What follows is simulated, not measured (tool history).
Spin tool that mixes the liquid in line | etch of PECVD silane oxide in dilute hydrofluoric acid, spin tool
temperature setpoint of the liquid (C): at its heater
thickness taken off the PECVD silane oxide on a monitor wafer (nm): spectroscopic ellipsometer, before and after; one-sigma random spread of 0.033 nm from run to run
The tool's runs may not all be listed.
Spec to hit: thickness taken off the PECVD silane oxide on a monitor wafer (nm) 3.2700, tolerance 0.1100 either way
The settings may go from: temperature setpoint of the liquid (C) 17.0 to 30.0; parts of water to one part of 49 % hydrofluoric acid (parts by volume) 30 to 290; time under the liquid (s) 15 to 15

run    day  temperature setpoint of the liquid (C)  parts of water to one part of 49 % hydrofluoric acid (parts by volume)  time under the liquid (s)  thickness taken off the PECVD silane oxide on a monitor wafer (nm)
  1  0.000                                    22.0                                                                     160                         15                                                              1.4771
  2  0.271                                    23.0                                                                     150                         15                                                              1.6567
  3  0.517                                    23.0                                                                     150                         15                                                              1.6448
  4  0.629                                    24.0                                                                     140                         15                                                              1.8899
  5  0.717                                    24.0                                                                     140                         15                                                              1.8728
  6  1.067                                    24.0                                                                      95                         15                                                              2.9285
  7  1.204                                    24.5                                                                      95                         15                                                              2.9890
  8  1.550                                    25.0                                                                      95                         15                                                              3.0298
  9  1.592                                    25.5                                                                      95                         15                                                              3.1209
 10  1.662                                    26.0                                                                      95                         15                                                              3.1407

Of the 5 settings listed for the next run, only one would bring every result within its allowed miss of target. Which one?
  A  1.733                                    30.0                                                                     105                         15                                                                   ?
  B  1.733                                    26.0                                                                      85                         15                                                                   ?
  C  1.733                                    25.0                                                                      95                         15                                                                   ?
  D  1.733                                    27.0                                                                     100                         15                                                                   ?
  E  1.733                                    24.5                                                                      80                         15                                                                   ?

move  thickness taken off the PECVD silane oxide on a monitor wafer (nm)
   A                                                              3.2997
   B                                                              3.5929
   C                                                              3.0509
   D                                                              3.1131
   E                                                              3.6202
A: all results land within tolerance of their targets
B: takes the biggest miss from the last run beyond its target
C: the biggest miss grows against the last run
D: the biggest miss grows against the last run
E: takes the biggest miss from the last run beyond its target
The move that meets every target is A.
